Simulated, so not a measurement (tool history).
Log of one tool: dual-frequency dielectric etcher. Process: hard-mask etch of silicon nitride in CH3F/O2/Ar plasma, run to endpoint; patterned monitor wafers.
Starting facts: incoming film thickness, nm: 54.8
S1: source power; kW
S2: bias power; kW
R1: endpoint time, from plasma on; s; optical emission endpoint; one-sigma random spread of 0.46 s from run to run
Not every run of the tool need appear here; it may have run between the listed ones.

Run 1, hour 0: S1 0.43 kW, S2 0.069 kW. Result: R1 79.854 s.
Run 2, hour 4.4: S1 0.43 kW, S2 0.079 kW. Result: R1 76.755 s.
Run 3, hour 12.3: S1 0.51 kW, S2 0.079 kW. Result: R1 71.387 s.
Run 4, hour 18.9: S1 0.48 kW, S2 0.076 kW. Result: R1 73.786 s.
Run 5, hour 20.1: S1 0.45 kW, S2 0.073 kW. Result: R1 76.659 s.
Run 6, hour 26.4: S1 0.42 kW, S2 0.073 kW. Result: R1 78.244 s.
Run 7, hour 33.4: S1 0.4 kW, S2 0.069 kW. Result: R1 81.806 s.
Run 8, hour 41.4: S1 0.4 kW, S2 0.069 kW. Result: R1 80.695 s.

The next listed run, before its measurement:
Run 9, hour 48.8: S1 0.38 kW, S2 0.066 kW. Result: R1 ?.

{"run 9": {"R1": 84.607}}
